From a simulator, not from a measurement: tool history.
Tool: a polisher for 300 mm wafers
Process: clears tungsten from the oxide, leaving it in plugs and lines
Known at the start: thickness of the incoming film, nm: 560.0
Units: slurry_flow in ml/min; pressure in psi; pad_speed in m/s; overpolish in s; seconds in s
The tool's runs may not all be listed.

{"run": 1, "hour": 0.0, "slurry_flow": 215, "pressure": 4.0, "pad_speed": 1.14, "slurry_solids": 1.0, "overpolish": 4, "seconds": 92.547}
{"run": 2, "hour": 3.7, "slurry_flow": 215, "pressure": 3.7, "pad_speed": 1.14, "slurry_solids": 1.0, "overpolish": 4, "seconds": 101.72}
{"run": 3, "hour": 6.9, "slurry_flow": 215, "pressure": 3.5, "pad_speed": 1.14, "slurry_solids": 1.0, "overpolish": 4, "seconds": 108.44}
{"run": 4, "hour": 15.0, "slurry_flow": 215, "pressure": 3.5, "pad_speed": 1.28, "slurry_solids": 1.0, "overpolish": 4, "seconds": 95.541}
{"run": 5, "hour": 20.2, "slurry_flow": 215, "pressure": 3.5, "pad_speed": 1.28, "slurry_solids": 1.15, "overpolish": 4, "seconds": 91.436}
{"run": 6, "hour": 24.8, "slurry_flow": 215, "pressure": 3.5, "pad_speed": 1.16, "slurry_solids": 1.15, "overpolish": 4, "seconds": 98.597}
{"run": 7, "hour": 26.2, "slurry_flow": 215, "pressure": 2.7, "pad_speed": 1.14, "slurry_solids": 1.15, "overpolish": 4, "seconds": 131.37}

Forecast run 8:
{"run": 8, "hour": 33.7, "slurry_flow": 215, "pressure": 2.8, "pad_speed": 1.14, "slurry_solids": 1.15, "overpolish": 4, "seconds": "?"}

{"run 8": {"seconds": 127.21}}

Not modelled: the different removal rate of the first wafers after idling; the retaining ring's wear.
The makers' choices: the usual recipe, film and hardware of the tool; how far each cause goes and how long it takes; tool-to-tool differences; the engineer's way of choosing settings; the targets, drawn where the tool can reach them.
